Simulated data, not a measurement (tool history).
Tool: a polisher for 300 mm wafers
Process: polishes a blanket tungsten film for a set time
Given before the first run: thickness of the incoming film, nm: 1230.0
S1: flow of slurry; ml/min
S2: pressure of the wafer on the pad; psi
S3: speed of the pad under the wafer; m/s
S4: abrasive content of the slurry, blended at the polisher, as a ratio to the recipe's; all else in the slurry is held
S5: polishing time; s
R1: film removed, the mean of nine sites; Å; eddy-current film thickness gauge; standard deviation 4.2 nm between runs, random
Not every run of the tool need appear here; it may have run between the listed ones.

run  hour   S1   S2    S3   S4  S5      R1
  1   0.0  315  4.0  1.00  1.0  55  2853.6
  2   7.1  315  4.0  1.16  1.0  55  3364.8
  3  13.8  390  4.0  1.16  1.0  55  3374.2
  4  22.7  390  3.1  1.16  1.0  55  2687.4
  5  25.7  390  2.7  1.16  1.0  55  2334.7
  6  27.2  390  3.4  1.16  1.0  55  2909.8

Run 7, settings as shown, results not yet in. Your forecast:
  7  35.5  390  3.9  1.16  1.0  55   ?

Logged for run 7: R1 3343.8 Å.

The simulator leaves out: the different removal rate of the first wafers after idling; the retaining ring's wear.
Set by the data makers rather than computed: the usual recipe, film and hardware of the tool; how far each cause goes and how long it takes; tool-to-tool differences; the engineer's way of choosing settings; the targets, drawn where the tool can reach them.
